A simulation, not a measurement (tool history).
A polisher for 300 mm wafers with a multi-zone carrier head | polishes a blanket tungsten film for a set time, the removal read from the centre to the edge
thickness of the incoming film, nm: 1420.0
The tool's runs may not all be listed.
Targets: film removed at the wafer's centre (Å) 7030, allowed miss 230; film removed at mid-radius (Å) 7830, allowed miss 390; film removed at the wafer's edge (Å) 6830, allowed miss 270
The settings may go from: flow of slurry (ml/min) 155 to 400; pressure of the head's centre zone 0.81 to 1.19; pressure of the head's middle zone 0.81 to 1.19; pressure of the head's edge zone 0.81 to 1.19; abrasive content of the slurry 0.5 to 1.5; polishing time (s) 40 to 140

| run | day | flow of slurry (ml/min) | pressure of the head's centre zone | pressure of the head's middle zone | pressure of the head's edge zone | abrasive content of the slurry | polishing time (s) | film removed at the wafer's centre (Å) | film removed at mid-radius (Å) | film removed at the wafer's edge (Å) |
|---|---|---|---|---|---|---|---|---|---|---|
| 1 | 0 | 255 | 1 | 1 | 1 | 1 | 90 | 5427.9 | 5701.5 | 5515.8 |
| 2 | 0.029 | 255 | 1 | 1 | 1 | 0.85 | 90 | 5328 | 5453.3 | 5227.4 |
| 3 | 0.333 | 255 | 0.97 | 1 | 1 | 0.85 | 90 | 5122.5 | 5728.8 | 5276 |
| 4 | 0.362 | 255 | 0.97 | 1.06 | 1 | 0.85 | 90 | 5108.7 | 5867.1 | 5308.1 |
| 5 | 0.525 | 255 | 0.97 | 1.06 | 1 | 0.85 | 74 | 4254.4 | 4607.2 | 4381.4 |
| 6 | 0.708 | 255 | 0.97 | 1.06 | 1 | 0.85 | 82 | 4640.7 | 5328.2 | 4776.3 |
| 7 | 0.883 | 280 | 1.07 | 1.12 | 1.1 | 1.1 | 96 | 6468 | 6889.4 | 6278.8 |
| 8 | 0.971 | 285 | 1.07 | 1.13 | 1.1 | 1.15 | 96 | 6469.4 | 7143.8 | 6489.8 |
| 9 | 1.108 | 290 | 1.08 | 1.14 | 1.1 | 1.15 | 96 | 6616.9 | 7150.7 | 6350.4 |
| 10 | 1.212 | 295 | 1.08 | 1.15 | 1.11 | 1.15 | 96 | 6620.3 | 7125.4 | 6461.6 |

Which of these 4 next moves meets every target?
| A | 1.317 | 320 | 1.03 | 1.12 | 1.17 | 1.15 | 105 | ? | ? | ? |
| B | 1.317 | 310 | 1.1 | 1.08 | 1.17 | 1.25 | 87 | ? | ? | ? |
| C | 1.317 | 345 | 1.04 | 1.13 | 1.03 | 1.1 | 105 | ? | ? | ? |
| D | 1.317 | 295 | 1.05 | 1.19 | 1.11 | 1.5 | 107 | ? | ? | ? |

| move | film removed at the wafer's centre (Å) | film removed at mid-radius (Å) | film removed at the wafer's edge (Å) |
|---|---|---|---|
| A | 7051 | 7896.6 | 7352.3 |
| B | 6313 | 6452.4 | 6207.3 |
| C | 7088.4 | 7924.2 | 6852.6 |
| D | 7748.1 | 8985.3 | 7734.3 |
A: brings the result that was furthest off to its target, and leaves another outside
B: further off than the last run
C: meets every target
D: takes the result that was furthest off past its target
The right move is C.

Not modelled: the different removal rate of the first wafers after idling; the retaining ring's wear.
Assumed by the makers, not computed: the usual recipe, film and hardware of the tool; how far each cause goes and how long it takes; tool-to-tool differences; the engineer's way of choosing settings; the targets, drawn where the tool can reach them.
